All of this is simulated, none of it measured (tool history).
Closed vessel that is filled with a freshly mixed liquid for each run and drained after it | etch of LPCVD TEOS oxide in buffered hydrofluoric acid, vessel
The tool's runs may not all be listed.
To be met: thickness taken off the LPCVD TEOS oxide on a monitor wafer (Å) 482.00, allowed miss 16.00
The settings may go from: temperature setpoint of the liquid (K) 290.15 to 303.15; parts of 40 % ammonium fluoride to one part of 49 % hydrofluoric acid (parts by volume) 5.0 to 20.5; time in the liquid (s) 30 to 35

run,hour,temperature setpoint of the liquid (K),parts of 40 % ammonium fluoride to one part of 49 % hydrofluoric acid (parts by volume),time in the liquid (s),thickness taken off the LPCVD TEOS oxide on a monitor wafer (Å)
1,0.0,295.15,12.5,35,802.81
2,5.0,295.15,15.5,35,646.34
3,13.2,295.15,15.5,35,645.46
4,14.0,295.15,12.5,35,801.12
5,22.4,292.15,12.5,35,677.06
6,28.8,294.15,12.5,35,768.54
7,30.6,293.15,13.0,35,691.92
8,32.2,292.65,13.5,35,651.89
9,39.2,292.15,14.0,35,610.97
10,41.2,291.65,14.5,35,576.17
11,44.2,291.15,15.0,35,530.96
12,51.8,290.65,15.5,35,508.99

5 next moves are on the table. One of them brings every result within its allowed miss. Which?
A,59.4,290.65,15.0,35,?
B,59.4,290.15,12.5,30,?
C,59.4,293.65,15.0,30,?
D,59.4,290.65,14.0,30,?
E,59.4,291.15,15.0,35,?

move,thickness taken off the LPCVD TEOS oxide on a monitor wafer (Å)
A,524.47
B,522.57
C,532.49
D,481.11
E,539.61
A: further off than the last run
B: further off than the last run
C: further off than the last run
D: meets every target
E: further off than the last run
Answer: D

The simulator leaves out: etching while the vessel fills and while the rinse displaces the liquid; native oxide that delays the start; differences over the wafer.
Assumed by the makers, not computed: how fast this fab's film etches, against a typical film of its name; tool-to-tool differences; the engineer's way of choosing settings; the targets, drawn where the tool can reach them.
